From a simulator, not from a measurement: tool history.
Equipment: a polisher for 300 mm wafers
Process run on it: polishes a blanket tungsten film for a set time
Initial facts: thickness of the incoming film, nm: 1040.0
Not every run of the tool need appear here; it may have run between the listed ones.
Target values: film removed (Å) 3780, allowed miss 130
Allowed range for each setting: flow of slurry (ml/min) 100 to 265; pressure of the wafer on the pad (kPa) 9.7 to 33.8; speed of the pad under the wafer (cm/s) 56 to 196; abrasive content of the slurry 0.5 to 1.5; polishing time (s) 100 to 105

run	hour	flow of slurry (ml/min)	pressure of the wafer on the pad (kPa)	speed of the pad under the wafer (cm/s)	abrasive content of the slurry	polishing time (s)	film removed (Å)
1	0	170	21.4	126	1	100	4875.2
2	1.9	165	20	126	1	100	4645.4
3	5.2	165	18.6	126	1	100	4484.7
4	13.2	165	17.2	126	1	100	4146.3
5	15.3	180	17.2	126	1	100	4172.3
6	19.9	180	17.2	126	1	100	4198.3
7	25.3	180	16.5	126	1	100	4149.8
8	34.1	175	15.9	126	1	100	4012.7

Pick the move, out of 4, that brings all results within their allowed miss; only one does.
A	42.9	140	11	150	0.75	105	?
B	42.9	190	17.2	100	1	103	?
C	42.9	160	15.2	118	1	100	?
D	42.9	160	15.9	118	0.95	104	?

move	film removed (Å)
A	3535.7
B	3569.1
C	3621.3
D	3834.7
A: pushes the last run's worst result past its target
B: pushes the last run's worst result past its target
C: pushes the last run's worst result past its target
D: every result within its allowed miss
The move that meets every target is D.
